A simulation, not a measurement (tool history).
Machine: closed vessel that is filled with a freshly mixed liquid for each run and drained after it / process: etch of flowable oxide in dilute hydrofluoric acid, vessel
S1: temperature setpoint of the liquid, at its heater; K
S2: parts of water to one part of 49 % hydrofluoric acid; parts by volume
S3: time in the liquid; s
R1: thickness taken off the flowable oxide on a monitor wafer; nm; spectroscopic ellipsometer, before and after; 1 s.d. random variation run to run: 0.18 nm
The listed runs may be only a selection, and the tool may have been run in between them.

run	hour	S1	S2	S3	R1
1	0.0	298.15	170	405	61.405
2	2.5	298.15	135	405	80.153
3	10.9	298.15	110	405	101.440
4	17.2	299.65	110	405	108.260
5	18.5	297.65	125	405	85.892
6	23.1	296.15	135	405	74.457
7	31.2	295.15	145	405	65.692
8	39.1	294.15	155	405	59.149
9	46.9	293.65	160	405	55.437
10	49.4	293.15	165	405	51.964

The next listed run, before its measurement:
11	58.6	292.65	170	405	?

Run 11 yielded R1 49.627 nm.
